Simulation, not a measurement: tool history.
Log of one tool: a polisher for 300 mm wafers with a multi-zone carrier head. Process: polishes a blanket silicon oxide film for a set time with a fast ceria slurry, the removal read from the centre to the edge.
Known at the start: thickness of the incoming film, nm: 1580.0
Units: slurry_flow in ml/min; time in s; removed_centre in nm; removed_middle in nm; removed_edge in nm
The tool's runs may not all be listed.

Run 1, day 0.000: slurry_flow 200 ml/min, centre_zone 1.00, middle_zone 1.00, edge_zone 1.00, time 54 s. Result: removed_centre 568.11 nm, removed_middle 580.86 nm, removed_edge 571.20 nm.
Run 2, day 0.329: slurry_flow 200 ml/min, centre_zone 1.00, middle_zone 1.06, edge_zone 1.00, time 54 s. Result: removed_centre 572.79 nm, removed_middle 600.94 nm, removed_edge 575.05 nm.
Run 3, day 0.408: slurry_flow 200 ml/min, centre_zone 1.00, middle_zone 1.06, edge_zone 1.00, time 62 s. Result: removed_centre 661.95 nm, removed_middle 695.74 nm, removed_edge 663.59 nm.
Run 4, day 0.496: slurry_flow 200 ml/min, centre_zone 1.00, middle_zone 1.06, edge_zone 1.00, time 68 s. Result: removed_centre 714.35 nm, removed_middle 774.48 nm, removed_edge 721.70 nm.
Run 5, day 0.792: slurry_flow 200 ml/min, centre_zone 1.00, middle_zone 1.06, edge_zone 1.07, time 68 s. Result: removed_centre 711.29 nm, removed_middle 765.28 nm, removed_edge 751.68 nm.
Run 6, day 0.988: slurry_flow 200 ml/min, centre_zone 1.00, middle_zone 1.07, edge_zone 1.05, time 68 s. Result: removed_centre 723.88 nm, removed_middle 779.73 nm, removed_edge 741.33 nm.

The next listed run, before its measurement:
Run 7, day 1.296: slurry_flow 200 ml/min, centre_zone 1.00, middle_zone 1.07, edge_zone 1.05, time 68 s. Result: removed_centre ?, removed_middle ?, removed_edge ?.

Run 7 gave removed_centre 723.82 nm, removed_middle 771.32 nm, removed_edge 741.71 nm.
